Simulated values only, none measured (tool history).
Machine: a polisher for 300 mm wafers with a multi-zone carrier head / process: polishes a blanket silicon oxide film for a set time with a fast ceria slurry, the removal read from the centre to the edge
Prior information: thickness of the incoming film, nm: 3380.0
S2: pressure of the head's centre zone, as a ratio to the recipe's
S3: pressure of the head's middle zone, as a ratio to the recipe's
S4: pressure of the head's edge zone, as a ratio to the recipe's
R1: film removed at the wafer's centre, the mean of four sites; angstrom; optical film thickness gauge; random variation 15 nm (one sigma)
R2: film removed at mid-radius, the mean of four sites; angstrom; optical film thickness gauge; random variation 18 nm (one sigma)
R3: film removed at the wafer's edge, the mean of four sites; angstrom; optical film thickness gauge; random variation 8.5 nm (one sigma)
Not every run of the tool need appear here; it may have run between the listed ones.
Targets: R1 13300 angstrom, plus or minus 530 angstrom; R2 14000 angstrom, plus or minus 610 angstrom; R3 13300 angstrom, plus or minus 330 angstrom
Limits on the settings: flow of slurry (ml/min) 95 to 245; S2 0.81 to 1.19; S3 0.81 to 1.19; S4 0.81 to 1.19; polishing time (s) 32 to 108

{"run": 1, "hour": 0.0, "flow of slurry (ml/min)": 155, "S2": 1.0, "S3": 1.0, "S4": 1.0, "polishing time (s)": 70, "R1": 11094, "R2": 10985, "R3": 10880}
{"run": 2, "hour": 5.6, "flow of slurry (ml/min)": 180, "S2": 1.0, "S3": 1.0, "S4": 1.0, "polishing time (s)": 70, "R1": 11295, "R2": 11129, "R3": 10971}
{"run": 3, "hour": 10.7, "flow of slurry (ml/min)": 185, "S2": 1.01, "S3": 1.04, "S4": 1.04, "polishing time (s)": 73, "R1": 11669, "R2": 11932, "R3": 11756}
{"run": 4, "hour": 12.6, "flow of slurry (ml/min)": 190, "S2": 1.03, "S3": 1.07, "S4": 1.06, "polishing time (s)": 75, "R1": 12285, "R2": 12773, "R3": 12210}
{"run": 5, "hour": 19.1, "flow of slurry (ml/min)": 190, "S2": 0.99, "S3": 1.07, "S4": 1.06, "polishing time (s)": 75, "R1": 11888, "R2": 12601, "R3": 12229}
{"run": 6, "hour": 24.8, "flow of slurry (ml/min)": 195, "S2": 1.01, "S3": 1.09, "S4": 1.08, "polishing time (s)": 76, "R1": 12504, "R2": 13334, "R3": 12706}
{"run": 7, "hour": 26.4, "flow of slurry (ml/min)": 200, "S2": 1.02, "S3": 1.1, "S4": 1.09, "polishing time (s)": 76, "R1": 12875, "R2": 13627, "R3": 12717}
{"run": 8, "hour": 33.9, "flow of slurry (ml/min)": 205, "S2": 1.02, "S3": 1.1, "S4": 1.11, "polishing time (s)": 76, "R1": 12873, "R2": 13595, "R3": 12712}

Which one of the following 4 next-run settings gets every result inside its allowed miss? There is exactly one.
{"run": "A", "hour": 41.4, "flow of slurry (ml/min)": 210, "S2": 1.04, "S3": 1.17, "S4": 1.14, "polishing time (s)": 73, "R1": "?", "R2": "?", "R3": "?"}
{"run": "B", "hour": 41.4, "flow of slurry (ml/min)": 215, "S2": 1.03, "S3": 1.09, "S4": 1.08, "polishing time (s)": 79, "R1": "?", "R2": "?", "R3": "?"}
{"run": "C", "hour": 41.4, "flow of slurry (ml/min)": 215, "S2": 1.02, "S3": 1.19, "S4": 1.04, "polishing time (s)": 74, "R1": "?", "R2": "?", "R3": "?"}
{"run": "D", "hour": 41.4, "flow of slurry (ml/min)": 235, "S2": 1.04, "S3": 1.19, "S4": 1.08, "polishing time (s)": 75, "R1": "?", "R2": "?", "R3": "?"}

move=A R1=12251 R2=13774 R3=12436
move=B R1=13172 R2=14074 R3=13140
move=C R1=12228 R2=14219 R3=12063
move=D R1=12801 R2=14580 R3=12569
A: further off than the last run
B: each result inside its tolerance
C: further off than the last run
D: further off than the last run
B is the move that brings every result within its allowed miss.
